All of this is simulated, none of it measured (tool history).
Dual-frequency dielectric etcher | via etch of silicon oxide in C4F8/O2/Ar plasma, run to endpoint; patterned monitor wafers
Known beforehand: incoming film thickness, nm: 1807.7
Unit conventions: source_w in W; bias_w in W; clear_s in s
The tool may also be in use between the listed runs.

run,hour,source_w,bias_w,clear_s
1,0,1700,1684,408.47
2,4.7,1700,1564,419.85
3,8.3,1590,1564,432.68
4,17.3,1360,1564,461.42
5,23.7,1480,1619,436.96
# hour 31.4: source power generator calibrated
6,31.4,1290,1619,454.19
7,37.5,1290,1619,457.9
8,39.8,1410,1678,435.91

The next listed run, before its measurement:
9,48.5,1750,1962,?

clear_s: 375.74 s

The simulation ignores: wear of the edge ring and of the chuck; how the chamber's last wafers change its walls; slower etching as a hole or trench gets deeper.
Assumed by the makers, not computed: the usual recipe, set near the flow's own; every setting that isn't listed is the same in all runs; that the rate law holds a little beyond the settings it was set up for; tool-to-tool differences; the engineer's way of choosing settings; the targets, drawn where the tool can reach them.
